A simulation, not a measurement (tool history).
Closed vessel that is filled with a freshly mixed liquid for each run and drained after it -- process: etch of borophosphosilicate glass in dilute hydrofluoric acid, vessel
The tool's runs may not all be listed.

run	hour	temperature setpoint of the liquid (°C)	parts of water to one part of 49 % hydrofluoric acid (parts by volume)	time in the liquid (s)	thickness taken off the borophosphosilicate glass on a monitor wafer (nm)
1	0	23	270	90	20.881
2	2.2	20	270	90	18.595
3	7.5	20	270	95	19.517
4	8.3	20	270	95	19.53
5	10.9	19	270	95	18.639
6	14.6	18.5	275	95	18.012
7	16.1	18.5	280	95	17.763
8	23.1	18.5	285	95	17.219

Expected results for the next run?
9	26.3	18.5	290	95	?

thickness taken off the borophosphosilicate glass on a monitor wafer (nm): 16.934
